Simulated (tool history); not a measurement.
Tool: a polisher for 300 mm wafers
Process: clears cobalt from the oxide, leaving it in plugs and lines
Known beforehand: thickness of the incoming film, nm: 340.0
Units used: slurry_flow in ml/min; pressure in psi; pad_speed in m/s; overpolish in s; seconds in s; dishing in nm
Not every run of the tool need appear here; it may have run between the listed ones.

{"run": 1, "hour": 0.0, "slurry_flow": 150, "pressure": 1.9, "pad_speed": 0.9, "overpolish": 16, "seconds": 64.658, "dishing": 46.459}
{"run": 2, "hour": 4.0, "slurry_flow": 165, "pressure": 1.9, "pad_speed": 0.9, "overpolish": 16, "seconds": 63.096, "dishing": 45.155}
{"run": 3, "hour": 7.3, "slurry_flow": 165, "pressure": 1.9, "pad_speed": 1.06, "overpolish": 16, "seconds": 52.833, "dishing": 48.693}
{"run": 4, "hour": 8.7, "slurry_flow": 160, "pressure": 1.8, "pad_speed": 1.06, "overpolish": 18, "seconds": 56.794, "dishing": 49.266}
{"run": 5, "hour": 14.8, "slurry_flow": 155, "pressure": 1.8, "pad_speed": 1.06, "overpolish": 19, "seconds": 56.712, "dishing": 50.837}
{"run": 6, "hour": 20.4, "slurry_flow": 150, "pressure": 1.8, "pad_speed": 1.06, "overpolish": 20, "seconds": 55.622, "dishing": 51.07}
{"run": 7, "hour": 26.6, "slurry_flow": 150, "pressure": 1.8, "pad_speed": 1.04, "overpolish": 22, "seconds": 58.811, "dishing": 52.082}
{"run": 8, "hour": 31.2, "slurry_flow": 150, "pressure": 1.8, "pad_speed": 1.04, "overpolish": 22, "seconds": 57.637, "dishing": 52.309}

Expected results for the next run?
{"hour": 38.5, "done": "head pressure recalibrated"}
{"run": 9, "hour": 38.5, "slurry_flow": 150, "pressure": 1.8, "pad_speed": 1.04, "overpolish": 23, "seconds": "?", "dishing": "?"}

{"run 9": {"seconds": 65.63, "dishing": 51.249}}
